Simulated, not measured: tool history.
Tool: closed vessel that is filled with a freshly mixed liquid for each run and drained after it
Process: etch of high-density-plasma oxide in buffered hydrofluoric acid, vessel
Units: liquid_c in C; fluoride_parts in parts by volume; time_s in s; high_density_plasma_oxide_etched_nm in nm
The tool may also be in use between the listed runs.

run	hour	liquid_c	fluoride_parts	time_s	high_density_plasma_oxide_etched_nm
1	0.0	21.0	7.0	85	128.81
2	1.8	23.0	7.0	85	143.91
3	2.5	21.0	7.5	85	117.96
4	10.4	24.0	7.5	85	139.55
5	16.9	21.5	8.0	85	114.37
6	25.7	21.5	8.0	95	127.02

The next listed run, before its measurement:
7	30.7	20.0	8.5	95	?

{"run 7": {"high_density_plasma_oxide_etched_nm": 109.3}}
